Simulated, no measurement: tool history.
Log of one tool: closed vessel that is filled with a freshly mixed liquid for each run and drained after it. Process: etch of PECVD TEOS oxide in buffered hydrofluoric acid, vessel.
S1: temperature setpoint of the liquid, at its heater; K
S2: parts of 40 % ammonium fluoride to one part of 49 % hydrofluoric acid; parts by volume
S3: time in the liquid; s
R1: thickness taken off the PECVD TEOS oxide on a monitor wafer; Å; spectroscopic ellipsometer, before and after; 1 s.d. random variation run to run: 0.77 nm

{"run": 1, "hour": 0.0, "S1": 297.15, "S2": 19.5, "S3": 95, "R1": 875.27}
{"run": 2, "hour": 5.0, "S1": 297.15, "S2": 19.5, "S3": 95, "R1": 870.25}
{"run": 3, "hour": 7.7, "S1": 298.15, "S2": 19.5, "S3": 95, "R1": 912.58}
{"run": 4, "hour": 9.0, "S1": 299.15, "S2": 19.5, "S3": 95, "R1": 977.85}
{"run": 5, "hour": 14.7, "S1": 299.15, "S2": 19.5, "S3": 100, "R1": 1020.1}
{"run": 6, "hour": 18.3, "S1": 299.65, "S2": 19.5, "S3": 100, "R1": 1060.5}
{"run": 7, "hour": 21.1, "S1": 299.65, "S2": 19.5, "S3": 100, "R1": 1044.5}
{"run": 8, "hour": 23.4, "S1": 299.65, "S2": 19.5, "S3": 100, "R1": 1042.5}
{"run": 9, "hour": 26.7, "S1": 300.15, "S2": 19.5, "S3": 100, "R1": 1078.8}

Forecast run 10:
{"run": 10, "hour": 31.9, "S1": 300.65, "S2": 19.5, "S3": 100, "R1": "?"}

R1: 1112.50 Å
